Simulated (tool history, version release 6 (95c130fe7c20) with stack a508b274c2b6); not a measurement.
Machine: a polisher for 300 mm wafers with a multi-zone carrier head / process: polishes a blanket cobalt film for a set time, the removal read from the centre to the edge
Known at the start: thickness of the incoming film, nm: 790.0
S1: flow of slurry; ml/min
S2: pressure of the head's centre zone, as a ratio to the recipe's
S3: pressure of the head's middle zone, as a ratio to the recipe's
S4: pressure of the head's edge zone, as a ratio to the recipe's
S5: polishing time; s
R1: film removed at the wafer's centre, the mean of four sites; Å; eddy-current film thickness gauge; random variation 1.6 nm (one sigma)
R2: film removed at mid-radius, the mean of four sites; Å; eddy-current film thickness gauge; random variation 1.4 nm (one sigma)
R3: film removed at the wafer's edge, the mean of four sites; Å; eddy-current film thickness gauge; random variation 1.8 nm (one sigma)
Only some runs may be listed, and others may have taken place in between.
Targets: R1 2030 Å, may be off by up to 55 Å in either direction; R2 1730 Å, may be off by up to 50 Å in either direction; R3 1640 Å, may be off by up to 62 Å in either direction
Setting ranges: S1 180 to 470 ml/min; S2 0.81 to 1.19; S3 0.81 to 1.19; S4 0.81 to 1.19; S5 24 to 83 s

Run 1, day 0: S1 300 ml/min, S2 1, S3 1, S4 1, S5 53 s. Result: R1 1695 Å, R2 1642.1 Å, R3 1685.7 Å.
Run 2, day 0.062: S1 300 ml/min, S2 1, S3 1, S4 1.05, S5 53 s. Result: R1 1700.1 Å, R2 1683.1 Å, R3 1779.1 Å.
Run 3, day 0.433: S1 315 ml/min, S2 1.04, S3 1.01, S4 1.02, S5 53 s. Result: R1 1809.1 Å, R2 1682.1 Å, R3 1737.3 Å.
Run 4, day 0.596: S1 315 ml/min, S2 1.08, S3 1.01, S4 1.02, S5 53 s. Result: R1 1844.4 Å, R2 1715.7 Å, R3 1712 Å.
Run 5, day 0.871: S1 315 ml/min, S2 1.16, S3 1.01, S4 1.02, S5 53 s. Result: R1 2002.2 Å, R2 1692.9 Å, R3 1725.3 Å.
Run 6, day 1.196: S1 315 ml/min, S2 1.16, S3 1.01, S4 1.02, S5 47 s. Result: R1 1762.8 Å, R2 1510.8 Å, R3 1560 Å.
Run 7, day 1.525: S1 335 ml/min, S2 1.17, S3 1.02, S4 1.01, S5 48 s. Result: R1 1800.2 Å, R2 1576.5 Å, R3 1551.2 Å.
Run 8, day 1.775: S1 340 ml/min, S2 1.18, S3 1.02, S4 1, S5 49 s. Result: R1 1881.4 Å, R2 1591.3 Å, R3 1591.9 Å.
Run 9, day 2.046: S1 345 ml/min, S2 1.18, S3 1.03, S4 0.99, S5 50 s. Result: R1 1925 Å, R2 1641.5 Å, R3 1611.5 Å.

5 next moves are on the table. One of them brings every result within its allowed miss. Which?
Run A, day 2.317: S1 415 ml/min, S2 1.12, S3 1.15, S4 1.02, S5 50 s. Result: R1 ?, R2 ?, R3 ?.
Run B, day 2.317: S1 460 ml/min, S2 1.17, S3 1.1, S4 0.98, S5 49 s. Result: R1 ?, R2 ?, R3 ?.
Run C, day 2.317: S1 370 ml/min, S2 1.16, S3 1.01, S4 0.9, S5 53 s. Result: R1 ?, R2 ?, R3 ?.
Run D, day 2.317: S1 295 ml/min, S2 1.15, S3 1.13, S4 0.92, S5 50 s. Result: R1 ?, R2 ?, R3 ?.
Run E, day 2.317: S1 300 ml/min, S2 1.06, S3 1, S4 0.98, S5 51 s. Result: R1 ?, R2 ?, R3 ?.

move      R1      R2      R3
   A  1827.3  1825.1    1632
   B    1884  1732.4  1577.7
   C  1987.3    1718  1623.7
   D  1824.1  1752.5  1524.2
   E  1715.2  1613.6  1606.1
A: its largest miss is bigger than the last run's
B: its largest miss is bigger than the last run's
C: hits every target within its allowed miss
D: its largest miss is bigger than the last run's
E: its largest miss is bigger than the last run's
The right move is C.
